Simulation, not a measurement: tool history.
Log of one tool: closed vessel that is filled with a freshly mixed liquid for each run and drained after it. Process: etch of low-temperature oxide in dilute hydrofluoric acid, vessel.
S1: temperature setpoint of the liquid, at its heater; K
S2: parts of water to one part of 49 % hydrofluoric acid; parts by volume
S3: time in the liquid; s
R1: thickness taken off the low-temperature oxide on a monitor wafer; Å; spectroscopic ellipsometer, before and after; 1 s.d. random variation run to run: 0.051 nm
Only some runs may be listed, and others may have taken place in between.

{"run": 1, "hour": 0.0, "S1": 296.15, "S2": 80, "S3": 100, "R1": 123.32}
{"run": 2, "hour": 7.9, "S1": 296.15, "S2": 80, "S3": 100, "R1": 122.36}
{"run": 3, "hour": 10.2, "S1": 297.65, "S2": 80, "S3": 100, "R1": 130.99}
{"run": 4, "hour": 12.3, "S1": 298.65, "S2": 80, "S3": 100, "R1": 136.53}
{"run": 5, "hour": 15.4, "S1": 299.15, "S2": 80, "S3": 100, "R1": 138.46}
{"run": 6, "hour": 19.0, "S1": 299.15, "S2": 60, "S3": 100, "R1": 189.18}

Run 7 has not been measured yet. What should we expect?
{"run": 7, "hour": 27.2, "S1": 295.15, "S2": 60, "S3": 100, "R1": "?"}

Run 7 came out at R1 161.76 Å.
